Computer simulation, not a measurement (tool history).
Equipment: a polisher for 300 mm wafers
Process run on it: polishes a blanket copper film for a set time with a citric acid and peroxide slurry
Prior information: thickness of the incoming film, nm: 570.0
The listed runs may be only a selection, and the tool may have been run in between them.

| run | day | flow of slurry (ml/min) | pressure of the wafer on the pad (kPa) | speed of the pad under the wafer (m/s) | abrasive content of the slurry | polishing time (s) | film removed (nm) |
|---|---|---|---|---|---|---|---|
| 1 | 0 | 145 | 17.2 | 1 | 1 | 38 | 71.455 |
| 2 | 0.238 | 145 | 17.9 | 1 | 1 | 38 | 71.769 |
| 3 | 0.596 | 115 | 17.9 | 1 | 1 | 38 | 70.356 |
| 4 | 0.858 | 115 | 15.2 | 1 | 1 | 38 | 59.215 |
| 5 | 0.996 | 115 | 15.2 | 1 | 0.9 | 38 | 57.698 |
| 6 | 1.279 | 115 | 15.9 | 1 | 0.9 | 38 | 60.125 |

Forecast run 7:
| 7 | 1.458 | 115 | 16.5 | 1 | 0.9 | 38 | ? |

film removed (nm): 62.052
